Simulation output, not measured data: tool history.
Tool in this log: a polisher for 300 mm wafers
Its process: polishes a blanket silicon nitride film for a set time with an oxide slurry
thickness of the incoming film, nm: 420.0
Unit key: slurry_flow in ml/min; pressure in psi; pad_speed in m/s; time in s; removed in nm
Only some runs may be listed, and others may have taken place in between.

Run 1, day 0.000: slurry_flow 190 ml/min, pressure 2.5 psi, pad_speed 1.28 m/s, slurry_solids 1.0, time 26 s. Result: removed 15.419 nm.
Run 2, day 0.333: slurry_flow 190 ml/min, pressure 2.5 psi, pad_speed 1.44 m/s, slurry_solids 1.0, time 26 s. Result: removed 16.392 nm.
Run 3, day 0.533: slurry_flow 190 ml/min, pressure 2.5 psi, pad_speed 1.44 m/s, slurry_solids 1.0, time 26 s. Result: removed 16.089 nm.
Run 4, day 0.567: slurry_flow 190 ml/min, pressure 2.8 psi, pad_speed 1.44 m/s, slurry_solids 1.0, time 26 s. Result: removed 17.741 nm.
Run 5, day 0.596: slurry_flow 190 ml/min, pressure 2.6 psi, pad_speed 1.42 m/s, slurry_solids 1.0, time 26 s. Result: removed 16.847 nm.
Run 6, day 0.733: slurry_flow 190 ml/min, pressure 2.6 psi, pad_speed 1.42 m/s, slurry_solids 1.0, time 23 s. Result: removed 15.032 nm.
Run 7, day 1.012: slurry_flow 190 ml/min, pressure 2.5 psi, pad_speed 1.42 m/s, slurry_solids 1.0, time 23 s. Result: removed 14.649 nm.

Run 8 is up next; what results do you expect?
At day 1.050: slurry blender recalibrated.
Run 8, day 1.050: slurry_flow 190 ml/min, pressure 2.4 psi, pad_speed 1.42 m/s, slurry_solids 1.0, time 23 s. Result: removed ?.

{"run 8": {"removed": 14.91}}

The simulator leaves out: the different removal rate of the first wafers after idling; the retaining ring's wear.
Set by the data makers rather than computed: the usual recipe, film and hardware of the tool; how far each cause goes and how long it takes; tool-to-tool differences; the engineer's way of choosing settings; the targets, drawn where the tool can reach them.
